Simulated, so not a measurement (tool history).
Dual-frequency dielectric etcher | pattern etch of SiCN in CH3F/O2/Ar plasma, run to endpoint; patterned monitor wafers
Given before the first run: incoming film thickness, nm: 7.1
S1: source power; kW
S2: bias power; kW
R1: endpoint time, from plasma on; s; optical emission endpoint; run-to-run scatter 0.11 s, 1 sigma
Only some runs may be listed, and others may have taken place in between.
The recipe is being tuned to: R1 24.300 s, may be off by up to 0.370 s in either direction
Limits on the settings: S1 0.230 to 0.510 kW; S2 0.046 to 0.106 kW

Run 1, hour 0.0: S1 0.370 kW, S2 0.076 kW. Result: R1 18.954 s.
Run 2, hour 4.5: S1 0.430 kW, S2 0.076 kW. Result: R1 18.008 s.
Run 3, hour 5.7: S1 0.380 kW, S2 0.076 kW. Result: R1 18.780 s.
Run 4, hour 7.0: S1 0.330 kW, S2 0.067 kW. Result: R1 20.979 s.
Run 5, hour 12.4: S1 0.290 kW, S2 0.067 kW. Result: R1 21.877 s.
Run 6, hour 13.0: S1 0.270 kW, S2 0.065 kW. Result: R1 22.829 s.
Run 7, hour 17.4: S1 0.260 kW, S2 0.064 kW. Result: R1 23.293 s.
Run 8, hour 18.2: S1 0.260 kW, S2 0.064 kW. Result: R1 23.502 s.
Run 9, hour 23.3: S1 0.250 kW, S2 0.064 kW. Result: R1 23.621 s.

4 next moves are on the table. One of them brings every result within its allowed miss. Which?
Run A, hour 28.4: S1 0.230 kW, S2 0.070 kW. Result: R1 ?.
Run B, hour 28.4: S1 0.260 kW, S2 0.065 kW. Result: R1 ?.
Run C, hour 28.4: S1 0.260 kW, S2 0.059 kW. Result: R1 ?.
Run D, hour 28.4: S1 0.340 kW, S2 0.055 kW. Result: R1 ?.

move      R1
   A  23.282
   B  23.154
   C  24.306
   D  22.867
A: misses by more than the last run did
B: misses by more than the last run did
C: in spec on every target
D: misses by more than the last run did
C meets every target.

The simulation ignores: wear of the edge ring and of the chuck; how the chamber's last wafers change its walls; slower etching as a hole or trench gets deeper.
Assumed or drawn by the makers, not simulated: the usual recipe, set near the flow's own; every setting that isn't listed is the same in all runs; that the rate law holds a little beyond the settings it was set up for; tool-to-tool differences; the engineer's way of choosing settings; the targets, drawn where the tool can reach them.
